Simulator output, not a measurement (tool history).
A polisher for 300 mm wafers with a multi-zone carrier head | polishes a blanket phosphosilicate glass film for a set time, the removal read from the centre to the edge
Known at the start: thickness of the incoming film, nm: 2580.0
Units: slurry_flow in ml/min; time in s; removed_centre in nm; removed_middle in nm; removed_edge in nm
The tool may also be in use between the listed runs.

run 1 day=0.000 | slurry_flow=190 centre_zone=1.00 middle_zone=1.00 edge_zone=1.00 slurry_solids=1.00 time=69 | removed_centre=635.46 removed_middle=617.22 removed_edge=639.22
run 2 day=0.154 | slurry_flow=190 centre_zone=0.92 middle_zone=1.00 edge_zone=1.00 slurry_solids=1.00 time=69 | removed_centre=588.62 removed_middle=640.93 removed_edge=641.80
run 3 day=0.221 | slurry_flow=190 centre_zone=0.92 middle_zone=1.00 edge_zone=0.97 slurry_solids=1.00 time=69 | removed_centre=580.49 removed_middle=627.94 removed_edge=621.48
run 4 day=0.396 | slurry_flow=190 centre_zone=0.92 middle_zone=1.00 edge_zone=0.97 slurry_solids=1.00 time=85 | removed_centre=718.00 removed_middle=777.89 removed_edge=772.13
run 5 day=0.496 | slurry_flow=190 centre_zone=0.92 middle_zone=0.95 edge_zone=0.97 slurry_solids=1.00 time=85 | removed_centre=716.57 removed_middle=731.49 removed_edge=763.54
run 6 day=0.838 | slurry_flow=185 centre_zone=0.93 middle_zone=0.93 edge_zone=0.94 slurry_solids=0.90 time=82 | removed_centre=673.83 removed_middle=677.24 removed_edge=700.59

Forecast run 7:
run 7 day=1.054 | slurry_flow=195 centre_zone=1.03 middle_zone=0.83 edge_zone=0.96 slurry_solids=0.65 time=63 | removed_centre=? removed_middle=? removed_edge=?

Run 7 gave removed_centre 512.34 nm, removed_middle 424.26 nm, removed_edge 478.79 nm.

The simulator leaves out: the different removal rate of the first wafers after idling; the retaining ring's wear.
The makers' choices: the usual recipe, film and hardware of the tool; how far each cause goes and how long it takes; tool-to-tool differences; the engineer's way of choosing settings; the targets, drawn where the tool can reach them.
